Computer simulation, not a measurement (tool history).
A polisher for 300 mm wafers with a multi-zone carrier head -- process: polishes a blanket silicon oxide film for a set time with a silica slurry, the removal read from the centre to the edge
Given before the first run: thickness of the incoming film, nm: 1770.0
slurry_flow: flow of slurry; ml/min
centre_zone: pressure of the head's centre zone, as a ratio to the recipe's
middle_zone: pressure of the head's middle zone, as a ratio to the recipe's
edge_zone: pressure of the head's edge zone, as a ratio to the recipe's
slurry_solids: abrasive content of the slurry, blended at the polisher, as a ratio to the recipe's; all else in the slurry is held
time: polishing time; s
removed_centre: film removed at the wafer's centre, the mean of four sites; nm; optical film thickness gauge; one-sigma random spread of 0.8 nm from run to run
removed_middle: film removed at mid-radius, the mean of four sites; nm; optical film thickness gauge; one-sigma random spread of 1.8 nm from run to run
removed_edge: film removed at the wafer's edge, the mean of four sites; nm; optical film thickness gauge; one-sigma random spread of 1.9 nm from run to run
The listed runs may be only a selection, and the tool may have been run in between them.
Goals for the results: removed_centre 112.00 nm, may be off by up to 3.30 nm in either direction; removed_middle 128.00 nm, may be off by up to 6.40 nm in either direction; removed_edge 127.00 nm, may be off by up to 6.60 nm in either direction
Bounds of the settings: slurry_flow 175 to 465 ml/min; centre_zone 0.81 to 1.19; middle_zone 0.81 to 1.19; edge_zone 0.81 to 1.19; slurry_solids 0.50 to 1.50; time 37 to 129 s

run,hour,slurry_flow,centre_zone,middle_zone,edge_zone,slurry_solids,time,removed_centre,removed_middle,removed_edge
1,0.0,295,1.00,1.00,1.00,1.00,83,180.75,183.70,186.15
2,7.2,250,1.00,1.00,1.00,1.00,83,175.21,175.91,185.31
3,13.8,255,0.98,1.00,0.99,0.95,82,168.89,178.60,173.46
4,16.6,255,0.98,1.00,0.99,0.95,70,142.28,149.29,146.61
5,23.1,255,0.98,1.00,1.07,0.95,70,145.27,149.24,159.49
6,25.6,250,0.96,0.98,1.06,0.90,70,136.71,144.57,152.86
7,34.1,245,0.95,0.96,1.04,0.90,70,136.10,139.95,150.55
8,42.7,240,0.93,0.95,1.03,0.90,70,135.67,139.00,146.27
9,49.7,235,0.92,0.95,1.03,0.85,70,128.55,133.33,140.93
10,54.2,230,0.91,0.95,1.03,0.85,70,126.68,137.73,141.46
11,62.5,230,0.90,0.94,1.02,0.85,70,126.20,135.85,145.89
12,67.1,230,0.90,0.94,1.01,0.85,70,127.54,131.28,138.98

Which single option among these 4 for the next run brings every result within its allowed miss of target? Just one does.
A,71.7,190,0.87,1.00,0.97,0.70,72,?,?,?
B,71.7,230,0.83,0.88,1.16,0.90,71,?,?,?
C,71.7,320,0.81,1.12,1.13,0.75,62,?,?,?
D,71.7,240,1.09,0.81,0.84,0.60,84,?,?,?

move,removed_centre,removed_middle,removed_edge
A,113.38,127.19,130.97
B,125.33,133.89,161.15
C,102.96,129.34,130.82
D,148.12,124.64,136.29
A: all results in spec
B: its largest miss is bigger than the last run's
C: takes the biggest miss from the last run beyond its target
D: its largest miss is bigger than the last run's
The right move is A.
